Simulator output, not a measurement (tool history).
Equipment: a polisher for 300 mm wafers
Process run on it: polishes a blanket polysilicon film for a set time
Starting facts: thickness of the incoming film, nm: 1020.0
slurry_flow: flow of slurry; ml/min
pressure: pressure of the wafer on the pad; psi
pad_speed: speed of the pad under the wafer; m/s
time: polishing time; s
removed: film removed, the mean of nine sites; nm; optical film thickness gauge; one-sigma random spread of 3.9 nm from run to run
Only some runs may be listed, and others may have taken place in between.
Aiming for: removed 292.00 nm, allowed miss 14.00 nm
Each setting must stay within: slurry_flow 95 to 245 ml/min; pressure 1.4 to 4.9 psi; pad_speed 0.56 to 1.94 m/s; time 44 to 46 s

run  hour  slurry_flow  pressure  pad_speed  time  removed
  1   0.0          155       3.1       1.24    44   436.67
  2   2.6          155       3.1       1.24    44   439.77
  3   6.7          155       3.1       1.24    44   439.25
  4   8.8          155       3.0       1.24    44   430.70
  5  14.3          155       3.0       1.50    44   509.71
  6  22.8          155       2.8       1.50    44   477.78
  7  25.2          155       2.6       1.50    44   450.49
  8  31.6          155       2.5       1.50    44   439.87
  9  34.4          155       2.4       1.48    44   414.00
 10  40.9          155       2.3       1.48    44   399.60
 11  42.9          155       2.2       1.48    44   392.02
 12  48.6          155       2.1       1.48    44   378.65
 13  52.4          150       1.4       1.44    44   258.71
 14  60.4          155       1.4       1.44    44   260.23
 15  67.8          160       1.5       1.44    44   272.27

Which single option among these 4 for the next run brings every result within its allowed miss of target? Just one does.
  A  75.2          165       1.6       1.62    45        ?
  B  75.2          150       1.4       1.40    44        ?
  C  75.2          180       1.4       1.56    46        ?
  D  75.2          150       1.7       1.48    46        ?

move  removed
   A   328.74
   B   246.93
   C   293.91
   D   319.29
A: carries the result that was furthest off beyond its target, to the other side
B: lands further from the targets than the last run did
C: every result within its allowed miss
D: carries the result that was furthest off beyond its target, to the other side
C is the move that brings every result within its allowed miss.

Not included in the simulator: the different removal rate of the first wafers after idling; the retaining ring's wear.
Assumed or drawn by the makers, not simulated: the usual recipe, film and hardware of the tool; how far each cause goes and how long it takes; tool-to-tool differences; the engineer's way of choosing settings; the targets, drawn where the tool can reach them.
